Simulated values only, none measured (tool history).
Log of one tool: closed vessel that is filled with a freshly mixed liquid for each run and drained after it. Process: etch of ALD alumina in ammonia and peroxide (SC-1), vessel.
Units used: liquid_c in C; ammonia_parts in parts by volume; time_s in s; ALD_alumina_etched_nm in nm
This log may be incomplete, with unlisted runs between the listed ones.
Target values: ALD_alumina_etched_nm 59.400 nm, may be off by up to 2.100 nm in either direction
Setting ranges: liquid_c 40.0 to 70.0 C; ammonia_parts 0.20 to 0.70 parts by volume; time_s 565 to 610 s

run,day,liquid_c,ammonia_parts,time_s,ALD_alumina_etched_nm
1,0.000,56.0,0.40,565,47.555
2,0.096,56.0,0.50,565,48.555
3,0.342,57.0,0.50,565,51.712
4,0.621,64.0,0.50,565,72.536
5,0.892,64.0,0.40,565,71.360
6,1.017,63.0,0.40,565,68.626
7,1.292,62.5,0.40,565,66.202
8,1.404,62.0,0.40,565,65.147
9,1.738,61.5,0.40,565,63.740
10,1.917,61.0,0.40,565,62.220

Which single option among these 5 for the next run brings every result within its allowed miss of target? Just one does.
A,2.096,58.5,0.40,575,?
B,2.096,62.0,0.35,565,?
C,2.096,60.5,0.40,565,?
D,2.096,58.5,0.35,570,?
E,2.096,59.0,0.40,565,?

move,ALD_alumina_etched_nm
A,55.337
B,64.247
C,60.278
D,54.166
E,55.802
A: pushes the last run's worst result past its target
B: lands further from the targets than the last run did
C: each result inside its tolerance
D: pushes the last run's worst result past its target
E: pushes the last run's worst result past its target
The move that meets every target is C.
